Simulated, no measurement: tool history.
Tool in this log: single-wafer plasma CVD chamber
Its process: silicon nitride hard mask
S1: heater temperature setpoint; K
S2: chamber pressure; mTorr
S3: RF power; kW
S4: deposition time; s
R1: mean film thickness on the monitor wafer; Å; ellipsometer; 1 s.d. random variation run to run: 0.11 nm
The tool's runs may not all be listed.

Run 1, hour 0: S1 678.15 K, S2 1440 mTorr, S3 0.27 kW, S4 58.6 s. Result: R1 603.35 Å.
Run 2, hour 7.3: S1 678.15 K, S2 1360 mTorr, S3 0.26 kW, S4 58.6 s. Result: R1 575.74 Å.
Run 3, hour 10.7: S1 678.15 K, S2 1360 mTorr, S3 0.295 kW, S4 58.6 s. Result: R1 642.31 Å.
Run 4, hour 13.4: S1 678.15 K, S2 1210 mTorr, S3 0.295 kW, S4 58.6 s. Result: R1 619.08 Å.
Run 5, hour 20: S1 678.15 K, S2 1150 mTorr, S3 0.285 kW, S4 58.6 s. Result: R1 596.75 Å.
Run 6, hour 23: S1 678.15 K, S2 1390 mTorr, S3 0.285 kW, S4 58.6 s. Result: R1 628.78 Å.
Run 7, hour 31.2: S1 678.15 K, S2 1310 mTorr, S3 0.275 kW, S4 58.6 s. Result: R1 598.97 Å.
At hour 37.4: RF generator calibrated.
Run 8, hour 37.4: S1 678.15 K, S2 1250 mTorr, S3 0.265 kW, S4 58.6 s. Result: R1 591.68 Å.
Run 9, hour 42.4: S1 679.15 K, S2 1180 mTorr, S3 0.25 kW, S4 58.6 s. Result: R1 552.54 Å.

For run 10, what comes out?
Run 10, hour 49.9: S1 679.15 K, S2 890 mTorr, S3 0.23 kW, S4 58.6 s. Result: R1 ?.

R1: 471.77 Å
